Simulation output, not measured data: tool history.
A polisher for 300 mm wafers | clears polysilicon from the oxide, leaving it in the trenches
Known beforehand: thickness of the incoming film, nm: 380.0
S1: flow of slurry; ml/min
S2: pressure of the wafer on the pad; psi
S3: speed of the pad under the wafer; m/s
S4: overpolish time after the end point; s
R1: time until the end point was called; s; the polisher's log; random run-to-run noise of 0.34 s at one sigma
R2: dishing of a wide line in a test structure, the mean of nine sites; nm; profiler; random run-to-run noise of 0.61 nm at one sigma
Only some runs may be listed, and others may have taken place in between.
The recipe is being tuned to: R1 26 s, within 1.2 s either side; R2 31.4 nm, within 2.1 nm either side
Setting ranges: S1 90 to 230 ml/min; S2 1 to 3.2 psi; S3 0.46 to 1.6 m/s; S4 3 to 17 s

| run | day | S1 | S2 | S3 | S4 | R1 | R2 |
|---|---|---|---|---|---|---|---|
| 1 | 0 | 150 | 2.1 | 1.02 | 9 | 35.328 | 40.613 |
| 2 | 0.371 | 150 | 2.1 | 1.02 | 11 | 35.481 | 40.124 |
| 3 | 0.671 | 150 | 2.6 | 1.02 | 11 | 30.428 | 42.435 |
| 4 | 0.958 | 150 | 2.6 | 1.02 | 9 | 30.501 | 41.427 |
| 5 | 1.254 | 150 | 2.8 | 1.02 | 9 | 28.194 | 40.222 |
| 6 | 1.288 | 150 | 2.9 | 1 | 7 | 27.968 | 38.058 |
| 7 | 1.45 | 155 | 3 | 0.98 | 6 | 27.373 | 36.889 |
| 8 | 1.817 | 165 | 3.1 | 0.96 | 5 | 27.134 | 34.168 |
| 9 | 2.175 | 170 | 3.2 | 0.98 | 3 | 25.463 | 27.287 |
| 10 | 2.292 | 160 | 3.1 | 1.04 | 5 | 25.275 | 34.995 |
| 11 | 2.583 | 165 | 3.1 | 1.04 | 5 | 25.641 | 35.877 |

Which of these 4 next moves meets every target?
| A | 2.875 | 220 | 2.8 | 0.94 | 7 | ? | ? |
| B | 2.875 | 145 | 2.9 | 1.08 | 4 | ? | ? |
| C | 2.875 | 170 | 3.2 | 1.06 | 5 | ? | ? |
| D | 2.875 | 160 | 3 | 1.04 | 6 | ? | ? |

| move | R1 | R2 |
|---|---|---|
| A | 29.519 | 37.027 |
| B | 26.405 | 30.329 |
| C | 24.302 | 35.06 |
| D | 26.299 | 36.511 |
A: lands further from the targets than the last run did
B: in spec on every target
C: gains on the last run, yet a result remains outside its allowed miss
D: lands further from the targets than the last run did
Go with B: it meets all targets.

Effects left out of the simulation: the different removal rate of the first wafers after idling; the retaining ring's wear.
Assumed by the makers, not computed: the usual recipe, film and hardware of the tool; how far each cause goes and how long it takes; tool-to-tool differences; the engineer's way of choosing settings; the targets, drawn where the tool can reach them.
